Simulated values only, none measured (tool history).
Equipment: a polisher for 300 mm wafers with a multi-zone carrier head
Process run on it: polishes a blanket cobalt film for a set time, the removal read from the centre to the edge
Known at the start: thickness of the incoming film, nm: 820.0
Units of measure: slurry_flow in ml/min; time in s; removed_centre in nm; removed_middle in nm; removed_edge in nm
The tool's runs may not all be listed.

{"run": 1, "hour": 0.0, "slurry_flow": 250, "centre_zone": 1, "middle_zone": 1, "edge_zone": 1, "time": 70, "removed_centre": 315.19, "removed_middle": 318.12, "removed_edge": 316.86}
{"run": 2, "hour": 3.4, "slurry_flow": 255, "centre_zone": 1, "middle_zone": 1.01, "edge_zone": 1.02, "time": 72, "removed_centre": 328.6, "removed_middle": 327.72, "removed_edge": 330.37}
{"run": 3, "hour": 9.2, "slurry_flow": 280, "centre_zone": 1, "middle_zone": 1.01, "edge_zone": 1.02, "time": 72, "removed_centre": 330.48, "removed_middle": 329.62, "removed_edge": 331.27}
{"run": 4, "hour": 11.9, "slurry_flow": 280, "centre_zone": 0.99, "middle_zone": 1.02, "edge_zone": 1.04, "time": 74, "removed_centre": 326.75, "removed_middle": 334.97, "removed_edge": 345.26}
{"run": 5, "hour": 16.1, "slurry_flow": 280, "centre_zone": 1, "middle_zone": 1.04, "edge_zone": 1.05, "time": 76, "removed_centre": 351.27, "removed_middle": 364.06, "removed_edge": 357.48}
{"run": 6, "hour": 18.5, "slurry_flow": 280, "centre_zone": 1, "middle_zone": 1.04, "edge_zone": 1.07, "time": 77, "removed_centre": 353.82, "removed_middle": 358.37, "removed_edge": 361.41}
{"run": 7, "hour": 23.4, "slurry_flow": 285, "centre_zone": 0.99, "middle_zone": 1.05, "edge_zone": 1.08, "time": 78, "removed_centre": 355.87, "removed_middle": 367.48, "removed_edge": 371.02}
{"run": 8, "hour": 26.4, "slurry_flow": 290, "centre_zone": 0.98, "middle_zone": 1.06, "edge_zone": 1.09, "time": 79, "removed_centre": 365.28, "removed_middle": 382.21, "removed_edge": 377.02}

What will run 9 give?
{"run": 9, "hour": 34.7, "slurry_flow": 300, "centre_zone": 0.89, "middle_zone": 1.02, "edge_zone": 1.19, "time": 87, "removed_centre": "?", "removed_middle": "?", "removed_edge": "?"}

removed_centre: 367.28 nm
removed_middle: 412.78 nm
removed_edge: 439.42 nm
